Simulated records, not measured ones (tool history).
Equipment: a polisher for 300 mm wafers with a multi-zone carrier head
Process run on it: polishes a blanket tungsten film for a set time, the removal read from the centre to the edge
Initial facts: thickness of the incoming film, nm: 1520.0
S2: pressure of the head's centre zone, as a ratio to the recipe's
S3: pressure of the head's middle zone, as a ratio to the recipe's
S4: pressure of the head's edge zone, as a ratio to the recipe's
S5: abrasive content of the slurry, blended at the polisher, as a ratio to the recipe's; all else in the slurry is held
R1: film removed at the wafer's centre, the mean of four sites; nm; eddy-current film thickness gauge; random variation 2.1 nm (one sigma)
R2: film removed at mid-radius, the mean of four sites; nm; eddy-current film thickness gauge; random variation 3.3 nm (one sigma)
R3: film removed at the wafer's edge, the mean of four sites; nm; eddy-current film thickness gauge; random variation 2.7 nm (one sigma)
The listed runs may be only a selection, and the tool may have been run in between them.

Run 1, day 0: flow of slurry (ml/min) 120, S2 1, S3 1, S4 1, S5 1, polishing time (s) 88. Result: R1 271.17 nm, R2 276.13 nm, R3 255.91 nm.
Run 2, day 0.362: flow of slurry (ml/min) 125, S2 1.01, S3 1, S4 0.99, S5 1, polishing time (s) 88. Result: R1 274.43 nm, R2 281.04 nm, R3 257.7 nm.
Run 3, day 0.567: flow of slurry (ml/min) 125, S2 1.1, S3 1, S4 0.99, S5 1, polishing time (s) 88. Result: R1 297.88 nm, R2 276.76 nm, R3 260.46 nm.
Run 4, day 0.825: flow of slurry (ml/min) 125, S2 1.1, S3 0.92, S4 0.99, S5 1, polishing time (s) 88. Result: R1 300.69 nm, R2 259.89 nm, R3 261.29 nm.
Run 5, day 1.088: flow of slurry (ml/min) 125, S2 1.1, S3 0.84, S4 0.99, S5 1, polishing time (s) 88. Result: R1 296.48 nm, R2 244.36 nm, R3 255.47 nm.
Run 6, day 1.125: flow of slurry (ml/min) 125, S2 1.1, S3 0.81, S4 0.99, S5 1, polishing time (s) 88. Result: R1 299.14 nm, R2 233.76 nm, R3 258.43 nm.
Run 7, day 1.325: flow of slurry (ml/min) 130, S2 1.1, S3 0.83, S4 0.97, S5 1, polishing time (s) 88. Result: R1 301.11 nm, R2 244.42 nm, R3 256.53 nm.
At day 1.504: edge zone pressure recalibrated.
Run 8, day 1.504: flow of slurry (ml/min) 135, S2 1.1, S3 0.85, S4 0.95, S5 1, polishing time (s) 88. Result: R1 302.05 nm, R2 245.67 nm, R3 267.24 nm.
Run 9, day 1.712: flow of slurry (ml/min) 135, S2 1.11, S3 0.88, S4 0.97, S5 1, polishing time (s) 88. Result: R1 307.95 nm, R2 255.98 nm, R3 274.51 nm.
Run 10, day 1.817: flow of slurry (ml/min) 165, S2 1.13, S3 0.98, S4 0.87, S5 0.75, polishing time (s) 86. Result: R1 301.16 nm, R2 270.84 nm, R3 243.47 nm.

What does the tool deliver on the next run?
Run 11, day 2.05: flow of slurry (ml/min) 165, S2 1.13, S3 0.99, S4 0.87, S5 0.75, polishing time (s) 86. Result: R1 ?, R2 ?, R3 ?.

R1: 302.07 nm
R2: 268.23 nm
R3: 244.38 nm

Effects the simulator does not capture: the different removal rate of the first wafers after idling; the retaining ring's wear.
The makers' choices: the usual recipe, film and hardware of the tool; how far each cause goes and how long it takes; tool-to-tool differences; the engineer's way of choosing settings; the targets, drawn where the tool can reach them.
